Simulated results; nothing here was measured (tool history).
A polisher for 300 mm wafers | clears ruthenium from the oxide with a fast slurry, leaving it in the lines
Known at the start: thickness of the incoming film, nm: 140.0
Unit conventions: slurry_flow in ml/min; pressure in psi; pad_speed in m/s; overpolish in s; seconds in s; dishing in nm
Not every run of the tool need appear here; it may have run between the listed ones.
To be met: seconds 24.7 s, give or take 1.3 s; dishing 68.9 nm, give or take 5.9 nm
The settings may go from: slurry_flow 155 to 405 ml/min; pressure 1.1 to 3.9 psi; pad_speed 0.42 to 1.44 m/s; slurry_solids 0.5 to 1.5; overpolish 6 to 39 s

run 1 day=0 | slurry_flow=260 pressure=2.5 pad_speed=0.92 slurry_solids=1 overpolish=20 | seconds=41.956 dishing=44.473
run 2 day=0.225 | slurry_flow=260 pressure=2.5 pad_speed=1.08 slurry_solids=1 overpolish=20 | seconds=36.136 dishing=49.046
run 3 day=0.417 | slurry_flow=260 pressure=2.7 pad_speed=1.08 slurry_solids=1 overpolish=21 | seconds=34.151 dishing=51.77
run 4 day=0.521 | slurry_flow=260 pressure=2.9 pad_speed=1.08 slurry_solids=1 overpolish=22 | seconds=31.809 dishing=56.119
run 5 day=0.542 | slurry_flow=260 pressure=3.1 pad_speed=1.08 slurry_solids=1 overpolish=22 | seconds=29.517 dishing=58.973
run 6 day=0.725 | slurry_flow=260 pressure=3.1 pad_speed=1.08 slurry_solids=1.1 overpolish=22 | seconds=28.021 dishing=55.984
run 7 day=0.817 | slurry_flow=260 pressure=3.2 pad_speed=1.08 slurry_solids=1.1 overpolish=23 | seconds=27.345 dishing=61.998
run 8 day=0.892 | slurry_flow=260 pressure=3.5 pad_speed=1.08 slurry_solids=1.1 overpolish=24 | seconds=25.171 dishing=61.469

Exactly one of the 5 candidate moves below puts every result within its allowed miss. Which one?
run A day=0.967 | slurry_flow=220 pressure=3.6 pad_speed=1.1 slurry_solids=1.15 overpolish=27 | seconds=? dishing=?
run B day=0.967 | slurry_flow=260 pressure=3.4 pad_speed=1.1 slurry_solids=1.15 overpolish=18 | seconds=? dishing=?
run C day=0.967 | slurry_flow=245 pressure=3.3 pad_speed=0.92 slurry_solids=1.45 overpolish=21 | seconds=? dishing=?
run D day=0.967 | slurry_flow=250 pressure=3.6 pad_speed=1.1 slurry_solids=1.05 overpolish=18 | seconds=? dishing=?
run E day=0.967 | slurry_flow=180 pressure=3.6 pad_speed=1.16 slurry_solids=1 overpolish=18 | seconds=? dishing=?

move=A seconds=24.738 dishing=64.398
move=B seconds=25.616 dishing=54.019
move=C seconds=28.93 dishing=54.87
move=D seconds=25.298 dishing=54.347
move=E seconds=25.473 dishing=54.167
A: all results in spec
B: the biggest miss grows against the last run
C: the biggest miss grows against the last run
D: the biggest miss grows against the last run
E: the biggest miss grows against the last run
Move A is the one to make.

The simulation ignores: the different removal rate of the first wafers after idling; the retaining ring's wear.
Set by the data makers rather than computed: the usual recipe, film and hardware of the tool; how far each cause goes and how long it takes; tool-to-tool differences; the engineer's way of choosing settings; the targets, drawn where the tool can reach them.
